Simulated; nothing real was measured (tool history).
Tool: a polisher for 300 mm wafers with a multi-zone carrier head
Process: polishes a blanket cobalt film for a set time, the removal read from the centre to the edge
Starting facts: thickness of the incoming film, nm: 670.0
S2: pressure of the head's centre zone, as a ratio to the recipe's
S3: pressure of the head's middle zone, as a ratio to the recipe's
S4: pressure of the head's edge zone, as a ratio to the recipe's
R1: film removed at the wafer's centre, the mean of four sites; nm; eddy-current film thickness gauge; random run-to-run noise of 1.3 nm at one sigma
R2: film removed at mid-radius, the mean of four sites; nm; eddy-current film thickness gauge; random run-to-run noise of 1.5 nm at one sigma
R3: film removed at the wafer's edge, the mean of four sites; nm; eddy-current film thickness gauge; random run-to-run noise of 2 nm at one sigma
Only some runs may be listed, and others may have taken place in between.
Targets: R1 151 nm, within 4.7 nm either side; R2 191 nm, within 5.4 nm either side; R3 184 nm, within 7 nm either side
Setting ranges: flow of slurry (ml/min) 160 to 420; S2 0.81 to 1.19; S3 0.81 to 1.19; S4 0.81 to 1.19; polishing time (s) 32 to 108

Run 1, hour 0: flow of slurry (ml/min) 270, S2 1, S3 1, S4 1, polishing time (s) 70. Result: R1 214.34 nm, R2 214.22 nm, R3 212.36 nm.
Run 2, hour 3.7: flow of slurry (ml/min) 260, S2 0.96, S3 1.01, S4 1, polishing time (s) 68. Result: R1 198.73 nm, R2 206.06 nm, R3 204.77 nm.
Run 3, hour 10.8: flow of slurry (ml/min) 260, S2 0.9, S3 1.01, S4 1, polishing time (s) 68. Result: R1 187.66 nm, R2 208.6 nm, R3 209.07 nm.
Run 4, hour 15.3: flow of slurry (ml/min) 260, S2 0.9, S3 1.08, S4 1, polishing time (s) 68. Result: R1 186.64 nm, R2 218.85 nm, R3 208.7 nm.
Run 5, hour 20.7: flow of slurry (ml/min) 315, S2 0.9, S3 1.08, S4 1, polishing time (s) 68. Result: R1 194.87 nm, R2 223.95 nm, R3 205.87 nm.
Run 6, hour 24.2: flow of slurry (ml/min) 295, S2 0.88, S3 1.07, S4 0.99, polishing time (s) 66. Result: R1 181.08 nm, R2 214.55 nm, R3 198.97 nm.
Run 7, hour 28.4: flow of slurry (ml/min) 280, S2 0.86, S3 1.06, S4 0.98, polishing time (s) 65. Result: R1 171.96 nm, R2 206.7 nm, R3 197.93 nm.
Run 8, hour 30.5: flow of slurry (ml/min) 275, S2 0.85, S3 1.06, S4 0.96, polishing time (s) 64. Result: R1 169.07 nm, R2 202.51 nm, R3 191.31 nm.
Run 9, hour 38.4: flow of slurry (ml/min) 260, S2 0.84, S3 1.06, S4 0.96, polishing time (s) 63. Result: R1 162.24 nm, R2 201.61 nm, R3 189.29 nm.
Run 10, hour 41.6: flow of slurry (ml/min) 255, S2 0.83, S3 1.05, S4 0.95, polishing time (s) 63. Result: R1 163.29 nm, R2 199.01 nm, R3 187.67 nm.
Run 11, hour 48: flow of slurry (ml/min) 250, S2 0.83, S3 1.05, S4 0.95, polishing time (s) 62. Result: R1 159.58 nm, R2 197.17 nm, R3 178.97 nm.
Run 12, hour 51.6: flow of slurry (ml/min) 245, S2 0.83, S3 1.05, S4 0.96, polishing time (s) 62. Result: R1 156.39 nm, R2 196.25 nm, R3 180.29 nm.
Run 13, hour 56.3: flow of slurry (ml/min) 240, S2 0.83, S3 1.04, S4 0.97, polishing time (s) 62. Result: R1 155.9 nm, R2 188.51 nm, R3 182.87 nm.

Which single option among these 4 for the next run brings every result within its allowed miss of target? Just one does.
Run A, hour 61: flow of slurry (ml/min) 185, S2 0.82, S3 1.06, S4 1, polishing time (s) 63. Result: R1 ?, R2 ?, R3 ?.
Run B, hour 61: flow of slurry (ml/min) 245, S2 0.86, S3 1.06, S4 0.99, polishing time (s) 61. Result: R1 ?, R2 ?, R3 ?.
Run C, hour 61: flow of slurry (ml/min) 185, S2 0.84, S3 0.97, S4 0.92, polishing time (s) 66. Result: R1 ?, R2 ?, R3 ?.
Run D, hour 61: flow of slurry (ml/min) 250, S2 0.89, S3 0.98, S4 0.97, polishing time (s) 63. Result: R1 ?, R2 ?, R3 ?.

move      R1      R2      R3
   A  151.32  195.28  185.12
   B  158.53  194.31   182.1
   C  162.34  191.83  186.91
   D  169.75  189.88  186.74
A: all results in spec
B: further off than the last run
C: further off than the last run
D: further off than the last run
Answer: A

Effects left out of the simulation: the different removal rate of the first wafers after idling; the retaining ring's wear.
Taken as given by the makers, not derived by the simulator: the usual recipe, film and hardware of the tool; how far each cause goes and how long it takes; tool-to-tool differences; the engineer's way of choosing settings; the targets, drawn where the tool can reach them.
